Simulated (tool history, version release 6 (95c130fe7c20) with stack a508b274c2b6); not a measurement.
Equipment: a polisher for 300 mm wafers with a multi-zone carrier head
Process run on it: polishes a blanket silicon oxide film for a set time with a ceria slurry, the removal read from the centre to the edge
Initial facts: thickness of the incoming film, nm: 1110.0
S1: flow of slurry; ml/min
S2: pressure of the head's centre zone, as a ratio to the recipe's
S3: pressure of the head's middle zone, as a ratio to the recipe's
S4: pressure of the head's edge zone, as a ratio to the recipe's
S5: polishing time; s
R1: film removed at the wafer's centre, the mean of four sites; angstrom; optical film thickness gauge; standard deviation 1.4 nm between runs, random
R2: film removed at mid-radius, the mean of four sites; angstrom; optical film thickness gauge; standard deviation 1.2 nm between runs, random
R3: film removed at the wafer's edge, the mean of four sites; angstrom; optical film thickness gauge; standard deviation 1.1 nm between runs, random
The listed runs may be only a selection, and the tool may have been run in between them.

run 1 hour=0.0 | S1=210 S2=1.00 S3=1.00 S4=1.00 S5=36 | R1=1032.7 R2=1028.7 R3=1081.7
run 2 hour=6.8 | S1=230 S2=1.04 S3=1.05 S4=1.05 S5=39 | R1=1195.8 R2=1196.3 R3=1186.1
run 3 hour=11.7 | S1=235 S2=1.05 S3=1.06 S4=1.08 S5=42 | R1=1302.1 R2=1266.5 R3=1296.7
run 4 hour=19.2 | S1=235 S2=1.05 S3=1.11 S4=1.08 S5=42 | R1=1291.5 R2=1348.9 R3=1310.1
run 5 hour=21.3 | S1=245 S2=1.07 S3=1.12 S4=1.11 S5=43 | R1=1376.1 R2=1402.7 R3=1360.0
run 6 hour=24.0 | S1=255 S2=1.08 S3=1.13 S4=1.13 S5=44 | R1=1431.5 R2=1437.3 R3=1409.9
run 7 hour=32.5 | S1=265 S2=1.09 S3=1.14 S4=1.15 S5=45 | R1=1467.2 R2=1495.9 R3=1461.7

For run 8, what comes out?
run 8 hour=40.8 | S1=270 S2=1.10 S3=1.15 S4=1.16 S5=45 | R1=? R2=? R3=?

Run 8 produced R1 1501.0 angstrom, R2 1504.4 angstrom, R3 1477.1 angstrom.

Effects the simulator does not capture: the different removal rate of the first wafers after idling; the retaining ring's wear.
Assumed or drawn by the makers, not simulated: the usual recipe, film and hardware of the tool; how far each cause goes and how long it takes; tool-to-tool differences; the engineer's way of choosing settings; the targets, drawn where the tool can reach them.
